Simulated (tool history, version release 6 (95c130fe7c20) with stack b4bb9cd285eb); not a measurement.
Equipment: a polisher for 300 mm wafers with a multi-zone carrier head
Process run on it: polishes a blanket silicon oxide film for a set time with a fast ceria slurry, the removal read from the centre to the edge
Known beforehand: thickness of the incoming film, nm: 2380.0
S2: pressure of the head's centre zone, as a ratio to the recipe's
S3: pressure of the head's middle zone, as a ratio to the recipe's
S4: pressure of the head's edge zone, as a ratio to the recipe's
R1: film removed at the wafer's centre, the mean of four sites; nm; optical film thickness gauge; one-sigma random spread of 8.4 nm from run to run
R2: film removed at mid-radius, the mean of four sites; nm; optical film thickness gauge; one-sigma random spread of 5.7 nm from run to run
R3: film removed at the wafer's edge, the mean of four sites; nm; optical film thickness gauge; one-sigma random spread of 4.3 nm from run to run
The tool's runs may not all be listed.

run 1 hour=0 | flow_of_slurry_(ml/min)=250 S2=1 S3=1 S4=1 polishing_time_(s)=39 | R1=710.01 R2=700.33 R3=702.06
run 2 hour=6.8 | flow_of_slurry_(ml/min)=250 S2=1 S3=1 S4=1.08 polishing_time_(s)=39 | R1=715.95 R2=722.07 R3=739.81
run 3 hour=12.8 | flow_of_slurry_(ml/min)=240 S2=1.01 S3=0.98 S4=1.02 polishing_time_(s)=39 | R1=712.86 R2=703.01 R3=719.27
run 4 hour=13.8 | flow_of_slurry_(ml/min)=250 S2=1.02 S3=0.96 S4=0.98 polishing_time_(s)=38 | R1=712.04 R2=670.38 R3=670.6
run 5 hour=18.3 | flow_of_slurry_(ml/min)=245 S2=1.02 S3=0.93 S4=0.96 polishing_time_(s)=38 | R1=711.21 R2=660.87 R3=666.56
run 6 hour=23.5 | flow_of_slurry_(ml/min)=245 S2=1.02 S3=0.93 S4=0.96 polishing_time_(s)=42 | R1=774.92 R2=722.37 R3=740.96

Run 7, settings as shown, results not yet in. Your forecast:
run 7 hour=24.1 | flow_of_slurry_(ml/min)=240 S2=1.01 S3=0.9 S4=0.93 polishing_time_(s)=41 | R1=? R2=? R3=?

{"run 7": {"R1": 737.87, "R2": 686.99, "R3": 723.29}}
